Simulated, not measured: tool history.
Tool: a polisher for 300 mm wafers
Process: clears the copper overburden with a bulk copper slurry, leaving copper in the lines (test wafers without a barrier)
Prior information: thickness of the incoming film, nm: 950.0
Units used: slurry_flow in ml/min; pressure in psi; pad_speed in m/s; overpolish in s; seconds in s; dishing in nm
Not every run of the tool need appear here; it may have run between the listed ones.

run 1 day=0.000 | slurry_flow=230 pressure=2.8 pad_speed=1.06 slurry_solids=1.0 overpolish=25 | seconds=99.075 dishing=79.961
run 2 day=0.238 | slurry_flow=230 pressure=3.5 pad_speed=1.06 slurry_solids=1.0 overpolish=25 | seconds=80.545 dishing=86.392
run 3 day=0.267 | slurry_flow=235 pressure=2.8 pad_speed=1.20 slurry_solids=1.0 overpolish=20 | seconds=91.276 dishing=75.083
run 4 day=0.442 | slurry_flow=265 pressure=2.3 pad_speed=1.34 slurry_solids=1.0 overpolish=16 | seconds=101.360 dishing=62.485
run 5 day=0.671 | slurry_flow=265 pressure=2.9 pad_speed=1.34 slurry_solids=1.0 overpolish=16 | seconds=82.783 dishing=72.855
run 6 day=0.762 | slurry_flow=265 pressure=2.9 pad_speed=1.34 slurry_solids=1.0 overpolish=12 | seconds=82.415 dishing=63.652

What will run 7 give?
run 7 day=1.021 | slurry_flow=295 pressure=2.6 pad_speed=1.40 slurry_solids=1.1 overpolish=11 | seconds=? dishing=?

{"run 7": {"seconds": 86.455, "dishing": 59.778}}
